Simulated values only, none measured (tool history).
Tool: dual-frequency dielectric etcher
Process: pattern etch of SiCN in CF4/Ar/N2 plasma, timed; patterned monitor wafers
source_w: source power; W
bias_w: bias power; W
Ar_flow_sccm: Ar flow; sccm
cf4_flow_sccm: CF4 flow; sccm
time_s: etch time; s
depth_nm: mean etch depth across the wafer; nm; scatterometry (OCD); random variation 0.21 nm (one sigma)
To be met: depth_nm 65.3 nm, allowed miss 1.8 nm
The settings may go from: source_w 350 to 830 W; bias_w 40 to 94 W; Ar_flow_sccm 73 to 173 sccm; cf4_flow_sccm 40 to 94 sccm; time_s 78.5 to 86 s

| run | hour | source_w | bias_w | Ar_flow_sccm | cf4_flow_sccm | time_s | depth_nm |
|---|---|---|---|---|---|---|---|
| 1 | 0 | 590 | 67 | 123 | 67 | 86 | 84.431 |
| 2 | 7.3 | 540 | 66 | 123 | 67 | 86 | 76.461 |
| 3 | 16.1 | 540 | 66 | 123 | 58 | 86 | 74.141 |
| 4 | 24.7 | 640 | 66 | 123 | 58 | 86 | 87.918 |
| 5 | 31.8 | 640 | 66 | 123 | 62 | 86 | 89.607 |
| 6 | 38.3 | 640 | 66 | 138 | 62 | 86 | 87.403 |
| 7 | 39.5 | 590 | 65 | 138 | 62 | 86 | 80.018 |
| 8 | 43.7 | 550 | 64 | 138 | 62 | 86 | 74.275 |

5 next moves are on the table. One of them brings every result within its allowed miss. Which?
| A | 47.9 | 590 | 63 | 123 | 48 | 78.5 | ? |
| B | 47.9 | 510 | 71 | 120 | 57 | 78.5 | ? |
| C | 47.9 | 600 | 54 | 136 | 58 | 80.5 | ? |
| D | 47.9 | 650 | 65 | 136 | 71 | 81 | ? |
| E | 47.9 | 530 | 75 | 136 | 64 | 80 | ? |

| move | depth_nm |
|---|---|
| A | 68.868 |
| B | 65.003 |
| C | 70.161 |
| D | 86.446 |
| E | 70.851 |
A: nearer than the last run, and not there yet
B: meets every target
C: nearer than the last run, and not there yet
D: further off than the last run
E: nearer than the last run, and not there yet
The right move is B.

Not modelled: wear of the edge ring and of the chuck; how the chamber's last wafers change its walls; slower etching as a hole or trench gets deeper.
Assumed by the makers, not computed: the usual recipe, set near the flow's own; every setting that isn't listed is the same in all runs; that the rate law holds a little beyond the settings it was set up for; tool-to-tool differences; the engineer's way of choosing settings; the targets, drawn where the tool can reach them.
